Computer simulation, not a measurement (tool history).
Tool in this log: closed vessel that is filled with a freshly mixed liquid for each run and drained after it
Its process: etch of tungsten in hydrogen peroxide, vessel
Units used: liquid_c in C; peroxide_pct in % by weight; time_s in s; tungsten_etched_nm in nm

Run 1, hour 0.0: liquid_c 52.0 C, peroxide_pct 20.5 % by weight, time_s 85 s. Result: tungsten_etched_nm 113.650 nm.
Run 2, hour 1.6: liquid_c 52.0 C, peroxide_pct 20.5 % by weight, time_s 85 s. Result: tungsten_etched_nm 114.030 nm.
Run 3, hour 7.1: liquid_c 48.5 C, peroxide_pct 20.5 % by weight, time_s 85 s. Result: tungsten_etched_nm 91.511 nm.
Run 4, hour 15.6: liquid_c 47.5 C, peroxide_pct 20.5 % by weight, time_s 85 s. Result: tungsten_etched_nm 85.518 nm.
Run 5, hour 21.0: liquid_c 47.0 C, peroxide_pct 20.5 % by weight, time_s 85 s. Result: tungsten_etched_nm 83.695 nm.
Run 6, hour 28.1: liquid_c 47.0 C, peroxide_pct 24.5 % by weight, time_s 85 s. Result: tungsten_etched_nm 91.086 nm.
Run 7, hour 32.1: liquid_c 46.0 C, peroxide_pct 24.5 % by weight, time_s 85 s. Result: tungsten_etched_nm 85.582 nm.

Expected results for the next run?
Run 8, hour 33.4: liquid_c 45.5 C, peroxide_pct 24.5 % by weight, time_s 85 s. Result: tungsten_etched_nm ?.

tungsten_etched_nm: 83.315 nm
